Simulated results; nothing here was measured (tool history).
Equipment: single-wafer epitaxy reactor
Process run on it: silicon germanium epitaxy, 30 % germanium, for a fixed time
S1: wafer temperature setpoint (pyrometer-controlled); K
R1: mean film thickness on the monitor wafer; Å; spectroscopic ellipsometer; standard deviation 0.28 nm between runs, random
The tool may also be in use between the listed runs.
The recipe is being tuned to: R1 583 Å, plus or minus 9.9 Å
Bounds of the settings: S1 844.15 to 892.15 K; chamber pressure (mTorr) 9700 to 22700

{"run": 1, "hour": 0.0, "S1": 868.15, "chamber pressure (mTorr)": 16200, "R1": 501.19}
{"run": 2, "hour": 5.5, "S1": 868.15, "chamber pressure (mTorr)": 14900, "R1": 485.35}
{"run": 3, "hour": 12.1, "S1": 868.15, "chamber pressure (mTorr)": 12800, "R1": 460.33}
{"run": 4, "hour": 21.0, "S1": 873.15, "chamber pressure (mTorr)": 12800, "R1": 499.26}
{"run": 5, "hour": 26.1, "S1": 875.15, "chamber pressure (mTorr)": 12800, "R1": 513.62}
{"run": 6, "hour": 34.1, "S1": 875.15, "chamber pressure (mTorr)": 15100, "R1": 542.13}
{"run": 7, "hour": 41.0, "S1": 876.15, "chamber pressure (mTorr)": 15100, "R1": 556.02}
{"run": 8, "hour": 46.1, "S1": 877.15, "chamber pressure (mTorr)": 15100, "R1": 563.51}

Exercise: of the 4 proposed moves below, exactly one satisfies all targets within the stated allowed misses. Which move is it?
{"run": "A", "hour": 51.2, "S1": 880.15, "chamber pressure (mTorr)": 16000, "R1": "?"}
{"run": "B", "hour": 51.2, "S1": 873.15, "chamber pressure (mTorr)": 17700, "R1": "?"}
{"run": "C", "hour": 51.2, "S1": 885.15, "chamber pressure (mTorr)": 13200, "R1": "?"}
{"run": "D", "hour": 51.2, "S1": 879.15, "chamber pressure (mTorr)": 15100, "R1": "?"}

move=A R1=603.85
move=B R1=558.88
move=C R1=610.37
move=D R1=581.61
A: takes the result that was furthest off past its target
B: lands further from the targets than the last run did
C: takes the result that was furthest off past its target
D: every result within its allowed miss
Go with D: it meets all targets.
